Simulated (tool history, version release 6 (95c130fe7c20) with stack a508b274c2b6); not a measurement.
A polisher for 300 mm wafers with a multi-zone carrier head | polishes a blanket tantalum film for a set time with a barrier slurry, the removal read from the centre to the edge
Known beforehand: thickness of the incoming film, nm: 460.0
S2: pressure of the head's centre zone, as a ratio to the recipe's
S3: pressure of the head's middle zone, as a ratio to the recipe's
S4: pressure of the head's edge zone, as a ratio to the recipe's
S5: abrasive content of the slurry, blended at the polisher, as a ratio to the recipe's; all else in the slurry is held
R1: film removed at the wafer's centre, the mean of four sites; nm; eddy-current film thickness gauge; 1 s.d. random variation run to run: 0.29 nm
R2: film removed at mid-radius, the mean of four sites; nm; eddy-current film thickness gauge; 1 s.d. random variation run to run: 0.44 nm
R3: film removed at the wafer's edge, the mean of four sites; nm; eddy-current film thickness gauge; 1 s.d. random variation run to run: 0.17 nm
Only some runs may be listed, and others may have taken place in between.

{"run": 1, "hour": 0.0, "flow of slurry (ml/min)": 265, "S2": 1, "S3": 1, "S4": 1, "S5": 1, "polishing time (s)": 31, "R1": 38.518, "R2": 39.262, "R3": 38.963}
{"run": 2, "hour": 7.1, "flow of slurry (ml/min)": 260, "S2": 1, "S3": 1, "S4": 0.95, "S5": 0.85, "polishing time (s)": 30, "R1": 36.536, "R2": 36.744, "R3": 35.606}
{"run": 3, "hour": 14.5, "flow of slurry (ml/min)": 255, "S2": 0.99, "S3": 1.01, "S4": 0.91, "S5": 0.75, "polishing time (s)": 29, "R1": 33.384, "R2": 34.657, "R3": 32.272}
{"run": 4, "hour": 19.9, "flow of slurry (ml/min)": 220, "S2": 0.99, "S3": 1.01, "S4": 0.91, "S5": 0.75, "polishing time (s)": 29, "R1": 32.635, "R2": 33.34, "R3": 31.808}
{"run": 5, "hour": 28.3, "flow of slurry (ml/min)": 220, "S2": 0.99, "S3": 1.08, "S4": 0.91, "S5": 0.75, "polishing time (s)": 29, "R1": 32.85, "R2": 35.256, "R3": 31.537}
{"run": 6, "hour": 34.1, "flow of slurry (ml/min)": 205, "S2": 0.99, "S3": 1.06, "S4": 0.88, "S5": 0.65, "polishing time (s)": 29, "R1": 30.606, "R2": 34.125, "R3": 29.886}

Forecast run 7:
{"run": 7, "hour": 39.4, "flow of slurry (ml/min)": 200, "S2": 1, "S3": 1.03, "S4": 0.86, "S5": 0.6, "polishing time (s)": 29, "R1": "?", "R2": "?", "R3": "?"}

R1: 30.311 nm
R2: 32.492 nm
R3: 29.049 nm

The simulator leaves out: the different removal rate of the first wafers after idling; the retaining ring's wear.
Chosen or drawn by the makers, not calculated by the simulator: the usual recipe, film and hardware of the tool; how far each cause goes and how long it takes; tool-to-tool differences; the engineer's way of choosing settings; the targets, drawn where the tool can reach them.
